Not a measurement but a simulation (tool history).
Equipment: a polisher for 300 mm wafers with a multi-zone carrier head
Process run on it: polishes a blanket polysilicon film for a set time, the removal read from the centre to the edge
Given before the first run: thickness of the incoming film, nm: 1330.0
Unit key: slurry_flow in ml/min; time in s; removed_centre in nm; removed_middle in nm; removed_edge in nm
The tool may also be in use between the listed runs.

run  hour  slurry_flow  centre_zone  middle_zone  edge_zone  time  removed_centre  removed_middle  removed_edge
  1     0          160            1            1          1    80          460.32          450.08         469.6
  2   6.9          155         0.98         0.99       0.98    79          443.78          436.52        458.27
  3   8.9          155         0.98         1.06       0.98    79          436.01          463.55        458.66
  4  10.5          185         0.98         1.06       0.98    79          452.41          494.38        461.51
  5  14.9          185         0.98         1.13       0.98    79           447.9           513.3        449.09
  6  22.8          185         0.98         1.13       1.01    79          451.37          504.68         469.2
  7  28.2          175         0.97          1.1          1    77          433.22          478.05        453.33
  8  31.4          165         0.96         1.08       0.99    76           419.5          463.04        447.22
  9  35.3          155         0.95         1.06       0.98    75          394.51          443.07        431.24
 10  37.7          145         0.95         1.05       0.98    74           395.7          432.86        419.03
 11  43.2          140         0.94         1.04       0.98    74          386.39          430.33        414.87

Run 12 comes next. What will it give?
 12  52.1          135         0.94         1.03       0.99    74               ?               ?             ?

{"run 12": {"removed_centre": 379.16, "removed_middle": 414.59, "removed_edge": 422.39}}
